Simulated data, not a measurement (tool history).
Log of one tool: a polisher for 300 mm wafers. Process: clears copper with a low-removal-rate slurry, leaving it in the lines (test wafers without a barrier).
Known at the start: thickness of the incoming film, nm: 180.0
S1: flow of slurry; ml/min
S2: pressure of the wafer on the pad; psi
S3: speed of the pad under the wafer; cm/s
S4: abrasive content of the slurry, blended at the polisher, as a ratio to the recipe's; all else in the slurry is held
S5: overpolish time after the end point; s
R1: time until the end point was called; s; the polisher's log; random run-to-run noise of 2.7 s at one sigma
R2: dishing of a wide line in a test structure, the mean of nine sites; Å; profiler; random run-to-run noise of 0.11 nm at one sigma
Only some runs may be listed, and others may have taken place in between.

{"run": 1, "hour": 0.0, "S1": 285, "S2": 2.1, "S3": 96, "S4": 1, "S5": 23, "R1": 84.17, "R2": 245.51}
{"run": 2, "hour": 5.1, "S1": 285, "S2": 1.9, "S3": 86, "S4": 1, "S5": 18, "R1": 101.65, "R2": 171.63}
{"run": 3, "hour": 12.3, "S1": 290, "S2": 1.8, "S3": 82, "S4": 1, "S5": 15, "R1": 115.71, "R2": 132.35}
{"run": 4, "hour": 15.9, "S1": 290, "S2": 1.6, "S3": 82, "S4": 1, "S5": 15, "R1": 126.02, "R2": 119.7}
{"run": 5, "hour": 20.5, "S1": 290, "S2": 1.6, "S3": 82, "S4": 1, "S5": 11, "R1": 129.8, "R2": 92.704}
{"run": 6, "hour": 28.9, "S1": 290, "S2": 1.6, "S3": 82, "S4": 1, "S5": 7, "R1": 124.43, "R2": 60.105}
{"run": 7, "hour": 30.4, "S1": 290, "S2": 1.6, "S3": 78, "S4": 1, "S5": 8, "R1": 131.3, "R2": 64.411}
{"run": 8, "hour": 31.4, "S1": 290, "S2": 1.5, "S3": 80, "S4": 1, "S5": 9, "R1": 137.4, "R2": 70.229}

What will run 9 give?
{"run": 9, "hour": 35.1, "S1": 290, "S2": 1.5, "S3": 80, "S4": 1, "S5": 10, "R1": "?", "R2": "?"}

{"run 9": {"R1": 136.01, "R2": 78.145}}

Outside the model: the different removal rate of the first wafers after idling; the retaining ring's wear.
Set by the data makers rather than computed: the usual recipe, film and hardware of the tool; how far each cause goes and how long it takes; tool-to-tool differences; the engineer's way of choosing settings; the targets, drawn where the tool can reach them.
